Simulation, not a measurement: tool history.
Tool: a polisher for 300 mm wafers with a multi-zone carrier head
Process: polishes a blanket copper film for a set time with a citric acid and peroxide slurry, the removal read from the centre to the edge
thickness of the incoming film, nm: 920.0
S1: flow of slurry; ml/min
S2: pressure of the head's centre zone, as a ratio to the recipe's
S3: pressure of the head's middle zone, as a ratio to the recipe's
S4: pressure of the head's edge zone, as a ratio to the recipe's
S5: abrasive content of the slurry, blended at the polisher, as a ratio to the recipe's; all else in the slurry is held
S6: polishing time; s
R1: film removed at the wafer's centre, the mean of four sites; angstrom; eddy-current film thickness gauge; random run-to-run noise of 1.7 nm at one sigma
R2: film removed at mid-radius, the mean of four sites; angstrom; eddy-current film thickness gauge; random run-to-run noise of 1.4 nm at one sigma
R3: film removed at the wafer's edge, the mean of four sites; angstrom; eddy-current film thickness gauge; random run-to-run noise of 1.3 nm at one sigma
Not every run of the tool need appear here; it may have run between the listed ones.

| run | day | S1 | S2 | S3 | S4 | S5 | S6 | R1 | R2 | R3 |
|---|---|---|---|---|---|---|---|---|---|---|
| 1 | 0 | 185 | 1 | 1 | 1 | 1 | 38 | 1080.4 | 1091.6 | 1072.3 |
| 2 | 0.367 | 205 | 1 | 1 | 1 | 1 | 38 | 1083.1 | 1088.8 | 1063.7 |
| 3 | 0.675 | 205 | 1 | 1 | 1 | 1 | 31 | 903.13 | 895.85 | 877.51 |
| 4 | 0.804 | 205 | 1 | 0.94 | 1 | 1 | 31 | 894.05 | 861.63 | 873.95 |
| 5 | 0.883 | 170 | 1 | 0.94 | 1 | 1 | 31 | 862.89 | 838.11 | 852.06 |
| 6 | 1.238 | 190 | 1.05 | 0.96 | 1.05 | 1.15 | 35 | 1085.8 | 1008 | 1021.4 |

Run 7 comes next. What will it give?
| 7 | 1.442 | 225 | 1.13 | 0.96 | 1.15 | 1.4 | 43 | ? | ? | ? |

Run 7 produced R1 1480 angstrom, R2 1294 angstrom, R3 1391.5 angstrom.
